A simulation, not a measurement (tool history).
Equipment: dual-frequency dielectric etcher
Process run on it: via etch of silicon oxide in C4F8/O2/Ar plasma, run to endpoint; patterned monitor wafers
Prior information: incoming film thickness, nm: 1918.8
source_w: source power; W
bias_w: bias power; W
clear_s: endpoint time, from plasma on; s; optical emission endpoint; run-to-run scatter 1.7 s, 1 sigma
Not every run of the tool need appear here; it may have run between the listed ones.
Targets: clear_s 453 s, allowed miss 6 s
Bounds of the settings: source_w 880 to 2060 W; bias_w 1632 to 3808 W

run,hour,source_w,bias_w,clear_s
1,0,1470,2720,396.91
2,6.2,1330,2720,407.25
3,12,1240,2720,417.01
4,15.8,1180,2706,426.08
5,18.7,1360,2706,406.63
6,21.2,1290,2690,414.15
7,23.9,1230,2677,419.71
8,25.5,1180,2664,429.12
9,34.3,1150,2658,429.58
10,36.5,1110,2650,436.67
11,40.7,1090,2646,438.6
12,46.1,1070,2642,442.44
13,51,1060,2639,441.49
14,56.4,950,2617,459.29

Which of these 4 next moves meets every target?
A,61.8,880,2649,?
B,61.8,940,2704,?
C,61.8,1360,2061,?
D,61.8,920,2605,?

move,clear_s
A,467.2
B,453.83
C,465.28
D,465.16
A: the biggest miss grows against the last run
B: all results land within tolerance of their targets
C: the biggest miss grows against the last run
D: the biggest miss grows against the last run
Answer: B
